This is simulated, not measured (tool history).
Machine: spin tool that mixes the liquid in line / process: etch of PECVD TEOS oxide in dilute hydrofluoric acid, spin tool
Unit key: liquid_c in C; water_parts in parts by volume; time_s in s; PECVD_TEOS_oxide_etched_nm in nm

run	hour	liquid_c	water_parts	time_s	PECVD_TEOS_oxide_etched_nm
1	0.0	24.0	135	85	11.664
2	1.1	25.5	120	85	13.930
3	3.8	26.5	105	85	17.054
4	5.8	26.5	105	65	12.989
5	9.4	26.5	105	65	13.076
6	11.4	27.5	90	70	17.522
7	12.3	28.5	80	70	20.642
8	17.6	29.0	75	70	22.610
9	25.1	32.0	50	70	39.534
10	33.8	31.5	50	70	38.886

Run 11 is up next; what results do you expect?
11	41.6	31.0	50	70	?

{"run 11": {"PECVD_TEOS_oxide_etched_nm": 38.082}}

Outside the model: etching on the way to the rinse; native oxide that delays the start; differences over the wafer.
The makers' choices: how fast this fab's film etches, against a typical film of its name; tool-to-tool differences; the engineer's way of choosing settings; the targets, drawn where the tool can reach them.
